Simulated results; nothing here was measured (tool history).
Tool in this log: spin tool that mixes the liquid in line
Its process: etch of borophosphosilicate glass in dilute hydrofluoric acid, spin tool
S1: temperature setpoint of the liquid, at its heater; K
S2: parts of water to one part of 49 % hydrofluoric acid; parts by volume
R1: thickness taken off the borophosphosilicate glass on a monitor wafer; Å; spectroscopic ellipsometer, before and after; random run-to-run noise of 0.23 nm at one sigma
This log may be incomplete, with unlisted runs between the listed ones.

Run 1, hour 0: S1 294.15 K, S2 185 parts by volume, time under the liquid (s) 50. Result: R1 174.61 Å.
Run 2, hour 3.4: S1 297.15 K, S2 185 parts by volume, time under the liquid (s) 50. Result: R1 195.37 Å.
Run 3, hour 8.7: S1 297.15 K, S2 135 parts by volume, time under the liquid (s) 50. Result: R1 283.82 Å.
Run 4, hour 10.5: S1 297.15 K, S2 135 parts by volume, time under the liquid (s) 55. Result: R1 313.09 Å.
Run 5, hour 16.8: S1 297.15 K, S2 135 parts by volume, time under the liquid (s) 50. Result: R1 285.66 Å.
Run 6, hour 18.2: S1 297.65 K, S2 135 parts by volume, time under the liquid (s) 50. Result: R1 289.46 Å.
Run 7, hour 20.9: S1 298.15 K, S2 135 parts by volume, time under the liquid (s) 50. Result: R1 295.61 Å.

What will run 8 give?
Run 8, hour 23.1: S1 298.65 K, S2 135 parts by volume, time under the liquid (s) 50. Result: R1 ?.

Run 8 produced R1 303.87 Å.
